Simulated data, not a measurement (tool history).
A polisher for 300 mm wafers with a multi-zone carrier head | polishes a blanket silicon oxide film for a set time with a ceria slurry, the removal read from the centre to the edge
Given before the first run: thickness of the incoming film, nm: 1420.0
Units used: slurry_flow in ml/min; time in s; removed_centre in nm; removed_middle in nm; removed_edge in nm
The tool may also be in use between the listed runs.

run,hour,slurry_flow,centre_zone,middle_zone,edge_zone,time,removed_centre,removed_middle,removed_edge
1,0,180,1,1,1,39,219.71,215.62,221.28
2,3.6,180,1,1,1,44,254.18,244.27,249.17
3,7.8,170,0.99,0.95,0.96,39,215.46,204.75,215.97
4,13.3,170,0.99,0.95,0.9,39,220.33,205.08,206.29
5,18.2,160,0.98,0.91,0.89,36,198.52,185.03,190.17
6,25.9,160,0.98,0.87,0.89,36,202.11,177.31,192.18
7,34.3,160,0.98,0.87,0.89,36,204.88,174.85,184.3
8,42.8,150,0.95,0.85,0.91,34,180.18,163.9,177.89
9,48,145,0.95,0.84,0.92,33,174.13,156.32,176.04

What does the tool deliver on the next run?
10,53.4,140,0.94,0.83,0.91,32,?,?,?

removed_centre: 167.36 nm
removed_middle: 149.41 nm
removed_edge: 165.36 nm
